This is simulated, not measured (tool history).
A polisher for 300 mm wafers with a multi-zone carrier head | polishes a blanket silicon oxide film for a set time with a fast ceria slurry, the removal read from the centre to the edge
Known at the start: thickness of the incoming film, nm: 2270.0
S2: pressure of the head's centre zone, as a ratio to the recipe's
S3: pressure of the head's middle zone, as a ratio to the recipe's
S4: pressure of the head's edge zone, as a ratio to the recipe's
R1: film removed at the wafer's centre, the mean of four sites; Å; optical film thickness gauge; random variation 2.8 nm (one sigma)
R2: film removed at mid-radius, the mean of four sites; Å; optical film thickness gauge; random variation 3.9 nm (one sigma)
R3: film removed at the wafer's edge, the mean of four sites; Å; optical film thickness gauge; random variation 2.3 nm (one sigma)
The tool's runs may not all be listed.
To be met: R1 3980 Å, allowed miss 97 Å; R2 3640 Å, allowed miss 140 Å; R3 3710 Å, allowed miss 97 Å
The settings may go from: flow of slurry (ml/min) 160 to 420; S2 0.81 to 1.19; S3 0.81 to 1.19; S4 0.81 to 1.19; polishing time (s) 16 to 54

{"run": 1, "day": 0.0, "flow of slurry (ml/min)": 270, "S2": 1, "S3": 1, "S4": 1, "polishing time (s)": 35, "R1": 8160.1, "R2": 7462.8, "R3": 7542.8}
{"run": 2, "day": 0.346, "flow of slurry (ml/min)": 270, "S2": 1, "S3": 0.97, "S4": 1, "polishing time (s)": 35, "R1": 8219.2, "R2": 7234.7, "R3": 7472.4}
{"run": 3, "day": 0.488, "flow of slurry (ml/min)": 245, "S2": 0.97, "S3": 0.95, "S4": 0.96, "polishing time (s)": 31, "R1": 7007.3, "R2": 6225, "R3": 6571.9}
{"run": 4, "day": 0.808, "flow of slurry (ml/min)": 225, "S2": 0.95, "S3": 0.94, "S4": 0.93, "polishing time (s)": 28, "R1": 6128, "R2": 5551.1, "R3": 5743.4}
{"run": 5, "day": 0.888, "flow of slurry (ml/min)": 225, "S2": 0.95, "S3": 0.94, "S4": 0.97, "polishing time (s)": 28, "R1": 6149.2, "R2": 5423.2, "R3": 5842.3}
{"run": 6, "day": 1.108, "flow of slurry (ml/min)": 210, "S2": 0.94, "S3": 0.94, "S4": 0.94, "polishing time (s)": 25, "R1": 5366.8, "R2": 4984.3, "R3": 5094.3}
{"run": 7, "day": 1.204, "flow of slurry (ml/min)": 210, "S2": 0.91, "S3": 0.84, "S4": 0.84, "polishing time (s)": 16, "R1": 3262.8, "R2": 2864.5, "R3": 3092}
{"run": 8, "day": 1.246, "flow of slurry (ml/min)": 215, "S2": 0.92, "S3": 0.86, "S4": 0.86, "polishing time (s)": 16, "R1": 3333.7, "R2": 2962.3, "R3": 3147.5}
{"run": 9, "day": 1.475, "flow of slurry (ml/min)": 215, "S2": 0.93, "S3": 0.88, "S4": 0.88, "polishing time (s)": 16, "R1": 3369.2, "R2": 2959.8, "R3": 3210.6}
{"run": 10, "day": 1.833, "flow of slurry (ml/min)": 215, "S2": 0.95, "S3": 0.92, "S4": 0.9, "polishing time (s)": 16, "R1": 3483.4, "R2": 3111, "R3": 3186.2}
{"run": 11, "day": 2.046, "flow of slurry (ml/min)": 290, "S2": 0.97, "S3": 0.98, "S4": 1, "polishing time (s)": 18, "R1": 4179, "R2": 3907.7, "R3": 3892.1}
{"run": 12, "day": 2.083, "flow of slurry (ml/min)": 290, "S2": 0.97, "S3": 0.97, "S4": 0.99, "polishing time (s)": 18, "R1": 4139.2, "R2": 3788.1, "R3": 3861.2}
{"run": 13, "day": 2.429, "flow of slurry (ml/min)": 290, "S2": 0.97, "S3": 0.97, "S4": 0.98, "polishing time (s)": 18, "R1": 4132.5, "R2": 3824.4, "R3": 3850.7}

4 next moves are on the table. One of them brings every result within its allowed miss. Which?
{"run": "A", "day": 2.775, "flow of slurry (ml/min)": 280, "S2": 0.98, "S3": 0.98, "S4": 1.01, "polishing time (s)": 17, "R1": "?", "R2": "?", "R3": "?"}
{"run": "B", "day": 2.775, "flow of slurry (ml/min)": 275, "S2": 0.99, "S3": 1.05, "S4": 0.9, "polishing time (s)": 18, "R1": "?", "R2": "?", "R3": "?"}
{"run": "C", "day": 2.775, "flow of slurry (ml/min)": 175, "S2": 0.94, "S3": 1, "S4": 1.01, "polishing time (s)": 18, "R1": "?", "R2": "?", "R3": "?"}
{"run": "D", "day": 2.775, "flow of slurry (ml/min)": 300, "S2": 0.99, "S3": 0.99, "S4": 0.93, "polishing time (s)": 17, "R1": "?", "R2": "?", "R3": "?"}

move=A R1=3950 R2=3639.3 R3=3678.2
move=B R1=4218.1 R2=4077.5 R3=3679.5
move=C R1=3732.5 R2=3674.1 R3=3710.1
move=D R1=4022.1 R2=3697 R3=3555.3
A: meets every target
B: further off than the last run
C: takes the result that was furthest off past its target
D: brings the result that was furthest off to its target, and leaves another outside
Answer: A
